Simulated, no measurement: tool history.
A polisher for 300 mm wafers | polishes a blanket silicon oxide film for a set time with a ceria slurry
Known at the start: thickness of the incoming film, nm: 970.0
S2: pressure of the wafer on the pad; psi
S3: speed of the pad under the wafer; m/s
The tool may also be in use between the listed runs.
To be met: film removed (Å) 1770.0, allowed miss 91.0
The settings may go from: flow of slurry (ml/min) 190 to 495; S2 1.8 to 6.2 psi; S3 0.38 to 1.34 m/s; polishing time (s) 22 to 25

run 1 day=0.000 | flow_of_slurry_(ml/min)=320 S2=4.0 S3=0.86 polishing_time_(s)=25 | film_removed_(Å)=1119.5
run 2 day=0.271 | flow_of_slurry_(ml/min)=320 S2=4.0 S3=0.76 polishing_time_(s)=25 | film_removed_(Å)=1031.3
run 3 day=0.608 | flow_of_slurry_(ml/min)=320 S2=4.3 S3=0.76 polishing_time_(s)=25 | film_removed_(Å)=1092.9
run 4 day=0.938 | flow_of_slurry_(ml/min)=320 S2=4.3 S3=0.90 polishing_time_(s)=25 | film_removed_(Å)=1264.7
run 5 day=1.046 | flow_of_slurry_(ml/min)=320 S2=4.5 S3=0.90 polishing_time_(s)=25 | film_removed_(Å)=1295.9
run 6 day=1.142 | flow_of_slurry_(ml/min)=320 S2=4.7 S3=0.90 polishing_time_(s)=25 | film_removed_(Å)=1376.3
run 7 day=1.325 | flow_of_slurry_(ml/min)=320 S2=4.7 S3=0.90 polishing_time_(s)=25 | film_removed_(Å)=1360.9
run 8 day=1.362 | flow_of_slurry_(ml/min)=320 S2=4.9 S3=0.90 polishing_time_(s)=25 | film_removed_(Å)=1437.8
run 9 day=1.700 | flow_of_slurry_(ml/min)=320 S2=5.0 S3=0.90 polishing_time_(s)=25 | film_removed_(Å)=1439.0
run 10 day=1.804 | flow_of_slurry_(ml/min)=320 S2=5.1 S3=0.90 polishing_time_(s)=25 | film_removed_(Å)=1443.4
run 11 day=2.125 | flow_of_slurry_(ml/min)=320 S2=5.3 S3=0.90 polishing_time_(s)=25 | film_removed_(Å)=1529.0
run 12 day=2.425 | flow_of_slurry_(ml/min)=320 S2=5.4 S3=0.90 polishing_time_(s)=25 | film_removed_(Å)=1529.7

Which of these 5 next moves meets every target?
run A day=2.725 | flow_of_slurry_(ml/min)=350 S2=5.8 S3=0.92 polishing_time_(s)=22 | film_removed_(Å)=?
run B day=2.725 | flow_of_slurry_(ml/min)=355 S2=5.2 S3=0.96 polishing_time_(s)=25 | film_removed_(Å)=?
run C day=2.725 | flow_of_slurry_(ml/min)=320 S2=5.3 S3=0.98 polishing_time_(s)=23 | film_removed_(Å)=?
run D day=2.725 | flow_of_slurry_(ml/min)=375 S2=6.2 S3=0.86 polishing_time_(s)=25 | film_removed_(Å)=?
run E day=2.725 | flow_of_slurry_(ml/min)=305 S2=5.7 S3=0.82 polishing_time_(s)=25 | film_removed_(Å)=?

move=A film_removed_(Å)=1470.6
move=B film_removed_(Å)=1551.9
move=C film_removed_(Å)=1469.8
move=D film_removed_(Å)=1702.7
move=E film_removed_(Å)=1498.8
A: further off than the last run
B: nearer than the last run, and not there yet
C: further off than the last run
D: meets every target
E: further off than the last run
Answer: D
